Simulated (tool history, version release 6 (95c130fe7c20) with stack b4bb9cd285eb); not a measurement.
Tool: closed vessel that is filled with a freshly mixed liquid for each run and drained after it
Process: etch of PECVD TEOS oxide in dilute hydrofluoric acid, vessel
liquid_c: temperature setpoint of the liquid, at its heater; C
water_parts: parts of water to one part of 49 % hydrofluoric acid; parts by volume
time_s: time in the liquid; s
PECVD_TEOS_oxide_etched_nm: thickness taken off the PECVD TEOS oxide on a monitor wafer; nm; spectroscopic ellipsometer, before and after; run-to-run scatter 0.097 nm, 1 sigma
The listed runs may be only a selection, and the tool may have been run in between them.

run,hour,liquid_c,water_parts,time_s,PECVD_TEOS_oxide_etched_nm
1,0.0,21.0,75,100,37.817
2,8.4,21.0,75,100,37.396
3,10.6,20.0,85,100,31.401
4,14.4,19.0,90,100,28.177
5,19.4,19.0,110,100,22.684
6,22.4,19.0,110,105,23.807
7,26.0,18.5,110,105,23.145
8,27.4,18.0,110,105,22.902

Run 9 has not been measured yet. What should we expect?
9,34.0,17.5,110,105,?

Run 9 came out at PECVD_TEOS_oxide_etched_nm 22.033 nm.
